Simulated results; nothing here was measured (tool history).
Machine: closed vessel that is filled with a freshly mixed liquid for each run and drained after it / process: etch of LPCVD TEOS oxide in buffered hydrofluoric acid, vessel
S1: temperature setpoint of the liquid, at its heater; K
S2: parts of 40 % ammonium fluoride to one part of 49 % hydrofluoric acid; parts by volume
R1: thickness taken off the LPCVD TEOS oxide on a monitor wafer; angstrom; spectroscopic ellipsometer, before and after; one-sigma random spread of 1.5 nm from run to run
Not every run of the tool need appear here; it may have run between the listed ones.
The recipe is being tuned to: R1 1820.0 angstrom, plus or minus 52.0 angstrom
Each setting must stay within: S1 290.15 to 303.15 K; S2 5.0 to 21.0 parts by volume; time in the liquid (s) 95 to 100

{"run": 1, "hour": 0.0, "S1": 295.15, "S2": 13.0, "time in the liquid (s)": 95, "R1": 2414.7}
{"run": 2, "hour": 8.8, "S1": 293.65, "S2": 13.0, "time in the liquid (s)": 95, "R1": 2193.9}
{"run": 3, "hour": 12.9, "S1": 293.65, "S2": 13.0, "time in the liquid (s)": 95, "R1": 2184.0}
{"run": 4, "hour": 19.4, "S1": 292.65, "S2": 13.0, "time in the liquid (s)": 95, "R1": 2079.3}
{"run": 5, "hour": 27.3, "S1": 292.15, "S2": 13.0, "time in the liquid (s)": 95, "R1": 2032.8}
{"run": 6, "hour": 33.7, "S1": 291.65, "S2": 13.0, "time in the liquid (s)": 95, "R1": 1972.0}
{"run": 7, "hour": 36.9, "S1": 291.65, "S2": 13.0, "time in the liquid (s)": 95, "R1": 1967.5}
{"run": 8, "hour": 40.1, "S1": 291.15, "S2": 13.0, "time in the liquid (s)": 95, "R1": 1899.1}

4 candidate next runs follow, results not yet known. Just one meets every target within its allowed miss. Identify it.
{"run": "A", "hour": 43.3, "S1": 291.65, "S2": 13.5, "time in the liquid (s)": 100, "R1": "?"}
{"run": "B", "hour": 43.3, "S1": 293.65, "S2": 14.5, "time in the liquid (s)": 95, "R1": "?"}
{"run": "C", "hour": 43.3, "S1": 292.15, "S2": 14.0, "time in the liquid (s)": 100, "R1": "?"}
{"run": "D", "hour": 43.3, "S1": 293.15, "S2": 16.0, "time in the liquid (s)": 100, "R1": "?"}

move=A R1=2001.3
move=B R1=1983.3
move=C R1=1986.4
move=D R1=1842.7
A: misses by more than the last run did
B: misses by more than the last run did
C: misses by more than the last run did
D: every result lands within tolerance
Answer: D
